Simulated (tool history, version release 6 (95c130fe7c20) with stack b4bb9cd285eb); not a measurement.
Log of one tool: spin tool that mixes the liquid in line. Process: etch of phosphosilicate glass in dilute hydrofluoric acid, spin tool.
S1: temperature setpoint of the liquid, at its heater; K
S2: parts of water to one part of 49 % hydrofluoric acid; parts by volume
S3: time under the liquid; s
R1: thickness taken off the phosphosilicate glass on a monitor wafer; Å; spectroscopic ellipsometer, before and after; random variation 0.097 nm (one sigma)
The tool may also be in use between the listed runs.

Run 1, day 0.000: S1 293.15 K, S2 130 parts by volume, S3 15 s. Result: R1 59.139 Å.
Run 2, day 0.321: S1 295.65 K, S2 100 parts by volume, S3 15 s. Result: R1 89.050 Å.
Run 3, day 0.612: S1 297.15 K, S2 85 parts by volume, S3 15 s. Result: R1 112.280 Å.
Run 4, day 0.775: S1 297.15 K, S2 40 parts by volume, S3 15 s. Result: R1 253.670 Å.
Run 5, day 1.092: S1 296.15 K, S2 45 parts by volume, S3 15 s. Result: R1 215.830 Å.
Run 6, day 1.367: S1 296.15 K, S2 25 parts by volume, S3 15 s. Result: R1 398.800 Å.
Run 7, day 1.400: S1 297.65 K, S2 35 parts by volume, S3 15 s. Result: R1 295.000 Å.
Run 8, day 1.538: S1 297.65 K, S2 45 parts by volume, S3 15 s. Result: R1 229.150 Å.
Run 9, day 1.804: S1 298.65 K, S2 50 parts by volume, S3 15 s. Result: R1 215.680 Å.

The next listed run, before its measurement:
Run 10, day 1.879: S1 298.65 K, S2 55 parts by volume, S3 15 s. Result: R1 ?.

R1: 191.150 Å

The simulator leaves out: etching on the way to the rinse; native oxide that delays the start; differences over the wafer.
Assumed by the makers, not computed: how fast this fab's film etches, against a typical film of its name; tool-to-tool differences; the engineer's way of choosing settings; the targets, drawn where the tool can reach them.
